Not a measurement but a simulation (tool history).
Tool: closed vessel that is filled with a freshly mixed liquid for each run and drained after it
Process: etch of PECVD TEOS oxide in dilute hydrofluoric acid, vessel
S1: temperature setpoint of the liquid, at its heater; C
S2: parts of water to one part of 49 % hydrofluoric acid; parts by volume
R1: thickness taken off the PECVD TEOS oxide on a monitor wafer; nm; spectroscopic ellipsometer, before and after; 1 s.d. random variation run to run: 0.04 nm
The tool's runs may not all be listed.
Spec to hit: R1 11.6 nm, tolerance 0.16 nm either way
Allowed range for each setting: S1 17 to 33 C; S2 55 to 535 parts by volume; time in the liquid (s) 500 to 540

{"run": 1, "hour": 0.0, "S1": 25, "S2": 295, "time in the liquid (s)": 500, "R1": 18.302}
{"run": 2, "hour": 3.7, "S1": 28.5, "S2": 295, "time in the liquid (s)": 500, "R1": 20.661}
{"run": 3, "hour": 4.4, "S1": 25.5, "S2": 305, "time in the liquid (s)": 500, "R1": 17.88}
{"run": 4, "hour": 10.2, "S1": 25.5, "S2": 200, "time in the liquid (s)": 500, "R1": 30.118}
{"run": 5, "hour": 17.1, "S1": 25.5, "S2": 200, "time in the liquid (s)": 540, "R1": 32.866}
{"run": 6, "hour": 17.8, "S1": 23, "S2": 245, "time in the liquid (s)": 540, "R1": 23.3}
{"run": 7, "hour": 20.4, "S1": 21.5, "S2": 270, "time in the liquid (s)": 540, "R1": 19.472}
{"run": 8, "hour": 23.1, "S1": 20, "S2": 290, "time in the liquid (s)": 540, "R1": 16.842}
{"hour": 29.8, "done": "thermometer replaced"}
{"run": 9, "hour": 29.8, "S1": 19, "S2": 305, "time in the liquid (s)": 540, "R1": 16.423}
{"run": 10, "hour": 37.5, "S1": 18.5, "S2": 325, "time in the liquid (s)": 540, "R1": 14.857}
{"run": 11, "hour": 42.4, "S1": 18, "S2": 340, "time in the liquid (s)": 540, "R1": 13.768}
{"run": 12, "hour": 46.5, "S1": 17.5, "S2": 350, "time in the liquid (s)": 540, "R1": 13.004}
{"run": 13, "hour": 48.5, "S1": 17.5, "S2": 355, "time in the liquid (s)": 540, "R1": 12.776}
{"run": 14, "hour": 56.2, "S1": 17.5, "S2": 360, "time in the liquid (s)": 540, "R1": 12.59}
{"run": 15, "hour": 64.1, "S1": 17.5, "S2": 365, "time in the liquid (s)": 540, "R1": 12.36}
{"run": 16, "hour": 72.9, "S1": 17.5, "S2": 370, "time in the liquid (s)": 540, "R1": 12.082}

Which one of the following 5 next-run settings gets every result inside its allowed miss? There is exactly one.
{"run": "A", "hour": 81.7, "S1": 18, "S2": 345, "time in the liquid (s)": 505, "R1": "?"}
{"run": "B", "hour": 81.7, "S1": 17, "S2": 340, "time in the liquid (s)": 520, "R1": "?"}
{"run": "C", "hour": 81.7, "S1": 19.5, "S2": 375, "time in the liquid (s)": 530, "R1": "?"}
{"run": "D", "hour": 81.7, "S1": 17, "S2": 350, "time in the liquid (s)": 540, "R1": "?"}
{"run": "E", "hour": 81.7, "S1": 20, "S2": 385, "time in the liquid (s)": 500, "R1": "?"}

move=A R1=12.601
move=B R1=12.742
move=C R1=12.526
move=D R1=12.751
move=E R1=11.617
A: its largest miss is bigger than the last run's
B: its largest miss is bigger than the last run's
C: its largest miss is bigger than the last run's
D: its largest miss is bigger than the last run's
E: all results land within tolerance of their targets
Move E is the one to make.
